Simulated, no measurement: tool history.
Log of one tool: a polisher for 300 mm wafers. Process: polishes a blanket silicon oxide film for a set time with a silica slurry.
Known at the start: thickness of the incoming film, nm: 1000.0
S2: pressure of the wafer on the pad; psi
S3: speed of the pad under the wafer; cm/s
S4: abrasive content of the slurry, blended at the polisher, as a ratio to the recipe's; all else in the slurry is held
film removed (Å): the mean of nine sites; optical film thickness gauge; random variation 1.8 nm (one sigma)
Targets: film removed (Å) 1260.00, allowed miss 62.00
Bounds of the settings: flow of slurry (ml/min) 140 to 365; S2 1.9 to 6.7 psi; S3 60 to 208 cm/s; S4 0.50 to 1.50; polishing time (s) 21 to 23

run 1 hour=0.0 | flow_of_slurry_(ml/min)=235 S2=4.3 S3=134 S4=1.00 polishing_time_(s)=23 | film_removed_(Å)=668.23
run 2 hour=2.6 | flow_of_slurry_(ml/min)=235 S2=4.7 S3=136 S4=1.00 polishing_time_(s)=23 | film_removed_(Å)=757.73
run 3 hour=9.8 | flow_of_slurry_(ml/min)=235 S2=5.0 S3=136 S4=1.00 polishing_time_(s)=23 | film_removed_(Å)=806.03
run 4 hour=15.5 | flow_of_slurry_(ml/min)=235 S2=5.5 S3=136 S4=1.00 polishing_time_(s)=23 | film_removed_(Å)=863.99
run 5 hour=22.9 | flow_of_slurry_(ml/min)=235 S2=5.5 S3=136 S4=1.00 polishing_time_(s)=23 | film_removed_(Å)=877.85
-- hour=28.8 head pressure recalibrated
run 6 hour=28.8 | flow_of_slurry_(ml/min)=235 S2=6.3 S3=136 S4=1.00 polishing_time_(s)=23 | film_removed_(Å)=1042.80
run 7 hour=31.1 | flow_of_slurry_(ml/min)=235 S2=6.3 S3=136 S4=1.00 polishing_time_(s)=23 | film_removed_(Å)=1079.00
run 8 hour=35.1 | flow_of_slurry_(ml/min)=235 S2=6.4 S3=138 S4=1.00 polishing_time_(s)=23 | film_removed_(Å)=1089.80

5 next moves are on the table. One of them brings every result within its allowed miss. Which?
run A hour=39.1 | flow_of_slurry_(ml/min)=300 S2=6.7 S3=154 S4=1.35 polishing_time_(s)=22 | film_removed_(Å)=?
run B hour=39.1 | flow_of_slurry_(ml/min)=145 S2=6.7 S3=172 S4=1.15 polishing_time_(s)=23 | film_removed_(Å)=?
run C hour=39.1 | flow_of_slurry_(ml/min)=180 S2=6.5 S3=174 S4=1.10 polishing_time_(s)=23 | film_removed_(Å)=?
run D hour=39.1 | flow_of_slurry_(ml/min)=280 S2=6.4 S3=144 S4=0.85 polishing_time_(s)=21 | film_removed_(Å)=?
run E hour=39.1 | flow_of_slurry_(ml/min)=215 S2=5.8 S3=178 S4=1.10 polishing_time_(s)=23 | film_removed_(Å)=?

move=A film_removed_(Å)=1413.60
move=B film_removed_(Å)=1341.90
move=C film_removed_(Å)=1340.10
move=D film_removed_(Å)=932.88
move=E film_removed_(Å)=1260.00
A: takes the result that was furthest off past its target
B: takes the result that was furthest off past its target
C: takes the result that was furthest off past its target
D: further off than the last run
E: meets every target
Move E is the one to make.
